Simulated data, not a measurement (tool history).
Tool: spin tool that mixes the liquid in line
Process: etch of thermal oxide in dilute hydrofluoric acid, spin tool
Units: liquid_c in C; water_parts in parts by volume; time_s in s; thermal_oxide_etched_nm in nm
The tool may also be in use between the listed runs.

Run 1, hour 0.0: liquid_c 26.0 C, water_parts 215 parts by volume, time_s 265 s. Result: thermal_oxide_etched_nm 6.3023 nm.
Run 2, hour 3.7: liquid_c 23.5 C, water_parts 235 parts by volume, time_s 265 s. Result: thermal_oxide_etched_nm 5.1205 nm.
Run 3, hour 9.0: liquid_c 22.0 C, water_parts 245 parts by volume, time_s 265 s. Result: thermal_oxide_etched_nm 4.6191 nm.
Run 4, hour 18.0: liquid_c 22.0 C, water_parts 200 parts by volume, time_s 265 s. Result: thermal_oxide_etched_nm 5.8531 nm.
Run 5, hour 18.7: liquid_c 22.0 C, water_parts 200 parts by volume, time_s 265 s. Result: thermal_oxide_etched_nm 5.9048 nm.
Run 6, hour 24.2: liquid_c 21.0 C, water_parts 225 parts by volume, time_s 265 s. Result: thermal_oxide_etched_nm 4.9125 nm.
Run 7, hour 30.4: liquid_c 20.0 C, water_parts 240 parts by volume, time_s 265 s. Result: thermal_oxide_etched_nm 4.3561 nm.

Run 8 comes next. What will it give?
Run 8, hour 37.3: liquid_c 19.5 C, water_parts 250 parts by volume, time_s 265 s. Result: thermal_oxide_etched_nm ?.

thermal_oxide_etched_nm: 4.0748 nm
